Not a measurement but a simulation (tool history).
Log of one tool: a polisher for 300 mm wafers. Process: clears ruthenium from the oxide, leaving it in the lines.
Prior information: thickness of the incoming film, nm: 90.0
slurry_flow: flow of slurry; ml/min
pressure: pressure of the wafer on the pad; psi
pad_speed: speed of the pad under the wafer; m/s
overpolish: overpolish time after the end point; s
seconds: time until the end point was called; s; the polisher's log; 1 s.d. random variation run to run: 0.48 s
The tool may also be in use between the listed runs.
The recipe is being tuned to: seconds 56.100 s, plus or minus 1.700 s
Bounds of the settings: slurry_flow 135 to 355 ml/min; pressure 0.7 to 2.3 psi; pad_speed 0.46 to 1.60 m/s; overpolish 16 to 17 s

run  hour  slurry_flow  pressure  pad_speed  overpolish  seconds
  1   0.0          225       1.5       1.02          16   99.922
  2   4.4          225       1.6       1.02          16   96.018
  3   8.7          225       1.7       1.04          16   87.334
  4  17.6          225       1.8       1.04          16   82.643
  5  25.2          260       1.8       1.04          16   81.414
  6  29.8          260       1.9       1.06          16   75.873
  7  35.8          260       2.0       1.08          16   70.036
  8  39.6          260       2.2       1.10          16   63.450
  9  42.2          265       2.2       1.10          16   62.943
 10  43.6          275       2.3       1.14          16   57.197

Exactly one of the 5 candidate moves below puts every result within its allowed miss. Which one?
  A  45.0          230       2.1       1.24          16        ?
  B  45.0          285       2.2       1.22          16        ?
  C  45.0          285       2.3       1.10          16        ?
  D  45.0          295       2.2       1.14          16        ?
  E  45.0          290       2.3       1.08          16        ?

move  seconds
   A   59.681
   B   56.554
   C   59.886
   D   60.213
   E   60.859
A: its largest miss is bigger than the last run's
B: hits every target within its allowed miss
C: its largest miss is bigger than the last run's
D: its largest miss is bigger than the last run's
E: its largest miss is bigger than the last run's
B meets every target.
